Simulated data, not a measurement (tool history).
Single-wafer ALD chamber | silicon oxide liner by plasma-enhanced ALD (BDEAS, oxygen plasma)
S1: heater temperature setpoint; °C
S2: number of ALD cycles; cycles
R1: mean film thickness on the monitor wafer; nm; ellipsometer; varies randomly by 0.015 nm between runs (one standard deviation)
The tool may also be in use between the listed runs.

run 1 hour=0 | S1=320 S2=35 | R1=3.1702
run 2 hour=2.3 | S1=315 S2=35 | R1=3.2448
run 3 hour=6.7 | S1=317 S2=34 | R1=3.1139
run 4 hour=11.9 | S1=317 S2=38 | R1=3.4528
run 5 hour=18.3 | S1=321 S2=38 | R1=3.4223
run 6 hour=20.4 | S1=321 S2=42 | R1=3.807
run 7 hour=25 | S1=322 S2=40 | R1=3.6141
run 8 hour=34 | S1=323 S2=39 | R1=3.5361

What will run 9 give?
run 9 hour=40.3 | S1=323 S2=38 | R1=?

Run 9 gave R1 3.4406 nm.
